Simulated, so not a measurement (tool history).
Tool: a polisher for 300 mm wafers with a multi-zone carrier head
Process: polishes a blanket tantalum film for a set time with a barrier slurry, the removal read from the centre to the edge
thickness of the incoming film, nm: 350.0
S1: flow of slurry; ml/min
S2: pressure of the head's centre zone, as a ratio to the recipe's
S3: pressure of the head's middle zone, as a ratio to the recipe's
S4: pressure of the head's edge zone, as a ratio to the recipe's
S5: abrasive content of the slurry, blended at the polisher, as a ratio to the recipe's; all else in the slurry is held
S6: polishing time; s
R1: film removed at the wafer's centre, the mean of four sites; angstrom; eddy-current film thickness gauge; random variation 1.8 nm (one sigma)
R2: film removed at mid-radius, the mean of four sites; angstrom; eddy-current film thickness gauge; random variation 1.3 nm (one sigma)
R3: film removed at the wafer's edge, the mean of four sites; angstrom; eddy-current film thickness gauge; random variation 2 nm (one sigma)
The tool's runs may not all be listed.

run,hour,S1,S2,S3,S4,S5,S6,R1,R2,R3
1,0.0,260,1.00,1.00,1.00,1.00,79,1049.90,1070.30,1075.9
2,8.5,260,1.00,1.00,1.05,1.00,79,1056.30,1081.20,1083.7
3,14.1,260,1.00,1.00,1.05,1.15,79,1086.20,1115.70,1124.3
4,22.2,200,1.00,1.00,1.05,1.15,79,1034.20,1076.10,1114.2
5,30.6,200,1.00,1.00,1.05,0.95,79,985.68,1020.10,1038.1
6,38.8,160,1.00,1.00,1.05,0.95,79,926.57,973.81,1017.6
7,42.6,195,1.04,1.01,1.07,1.10,80,1075.40,1087.10,1097.2
8,51.6,220,1.06,1.00,1.08,1.20,81,1160.60,1121.30,1133.7
9,56.4,240,1.07,1.00,1.09,1.30,83,1234.60,1201.50,1235.7
10,60.2,240,1.07,1.00,1.09,1.30,83,1228.00,1175.50,1210.8
11,68.0,260,1.09,1.01,1.09,1.35,84,1279.00,1236.10,1274.1

The next listed run, before its measurement:
12,70.6,275,1.12,1.02,1.07,1.40,85,?,?,?

{"run 12": {"R1": 1348.4, "R2": 1298.2, "R3": 1296.3}}
